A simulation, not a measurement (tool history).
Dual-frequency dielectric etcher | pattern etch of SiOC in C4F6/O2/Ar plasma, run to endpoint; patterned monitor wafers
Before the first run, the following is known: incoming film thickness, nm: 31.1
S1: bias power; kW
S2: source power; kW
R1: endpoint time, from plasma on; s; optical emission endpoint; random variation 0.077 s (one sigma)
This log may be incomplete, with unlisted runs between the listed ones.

| run | day | S1 | S2 | R1 |
|---|---|---|---|---|
| 1 | 0 | 0.438 | 0.27 | 11.511 |
| 2 | 0.271 | 0.39 | 0.26 | 12.114 |
| 3 | 0.55 | 0.356 | 0.25 | 12.761 |
| 4 | 0.917 | 0.337 | 0.25 | 13.1 |
| 5 | 1.225 | 0.412 | 0.25 | 12.047 |
| 6 | 1.588 | 0.412 | 0.22 | 12.487 |
|  | 1.796 | bias power generator calibrated |
| 7 | 1.796 | 0.388 | 0.22 | 13.22 |

Estimate the outcome of run 8 from the log above:
| 8 | 1.9 | 0.38 | 0.22 | ? |

{"run 8": {"R1": 13.289}}
